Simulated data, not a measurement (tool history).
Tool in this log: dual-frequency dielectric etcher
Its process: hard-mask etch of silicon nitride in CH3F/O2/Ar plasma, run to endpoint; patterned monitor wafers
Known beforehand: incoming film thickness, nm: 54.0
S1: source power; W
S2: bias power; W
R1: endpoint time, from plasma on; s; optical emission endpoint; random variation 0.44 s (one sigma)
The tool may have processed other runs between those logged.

run	hour	S1	S2	R1
1	0.0	540	78	64.243
2	8.5	540	91	60.750
3	9.4	510	86	63.727
4	12.6	510	95	61.178
5	17.8	420	95	64.956
6	21.4	420	81	70.199
7	28.4	410	78	72.396
8	34.6	400	76	73.490

Run 9 comes next. What will it give?
9	39.8	390	74	?

R1: 74.532 s
